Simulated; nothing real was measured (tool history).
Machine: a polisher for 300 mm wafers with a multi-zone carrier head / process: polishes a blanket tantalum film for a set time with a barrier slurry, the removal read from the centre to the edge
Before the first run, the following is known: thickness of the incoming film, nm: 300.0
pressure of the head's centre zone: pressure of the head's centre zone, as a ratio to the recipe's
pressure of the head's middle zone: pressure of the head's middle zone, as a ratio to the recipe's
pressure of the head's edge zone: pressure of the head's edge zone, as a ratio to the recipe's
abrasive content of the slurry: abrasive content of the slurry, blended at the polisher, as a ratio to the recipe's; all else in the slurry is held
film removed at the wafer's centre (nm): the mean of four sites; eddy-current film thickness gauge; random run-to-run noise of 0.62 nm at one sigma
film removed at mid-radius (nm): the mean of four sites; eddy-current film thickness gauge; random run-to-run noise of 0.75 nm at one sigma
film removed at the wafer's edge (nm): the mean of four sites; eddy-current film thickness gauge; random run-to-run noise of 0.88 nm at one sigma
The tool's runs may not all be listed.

| run | hour | flow of slurry (ml/min) | pressure of the head's centre zone | pressure of the head's middle zone | pressure of the head's edge zone | abrasive content of the slurry | polishing time (s) | film removed at the wafer's centre (nm) | film removed at mid-radius (nm) | film removed at the wafer's edge (nm) |
|---|---|---|---|---|---|---|---|---|---|---|
| 1 | 0.0 | 225 | 1.00 | 1.00 | 1.00 | 1.00 | 52 | 105.750 | 104.290 | 107.01 |
| 2 | 4.0 | 200 | 1.00 | 1.00 | 1.00 | 1.00 | 52 | 101.900 | 105.430 | 105.39 |
| 3 | 6.7 | 200 | 1.00 | 1.00 | 1.00 | 0.90 | 52 | 98.793 | 100.380 | 100.73 |
| 4 | 8.8 | 185 | 0.98 | 0.99 | 1.04 | 0.90 | 52 | 95.329 | 97.761 | 102.50 |
| 5 | 14.3 | 185 | 0.92 | 0.99 | 1.04 | 0.90 | 52 | 91.284 | 96.581 | 102.41 |
| 6 | 14.9 | 185 | 0.97 | 0.99 | 1.04 | 0.90 | 52 | 95.472 | 96.499 | 101.84 |
| 7 | 15.5 | 175 | 0.94 | 1.00 | 1.06 | 0.95 | 52 | 94.401 | 99.965 | 104.97 |

Predict the results of run 8:
| 8 | 23.0 | 175 | 0.94 | 1.00 | 1.06 | 0.95 | 52 | ? | ? | ? |

Run 8 yielded film removed at the wafer's centre (nm) 93.495, film removed at mid-radius (nm) 99.436, film removed at the wafer's edge (nm) 104.04.
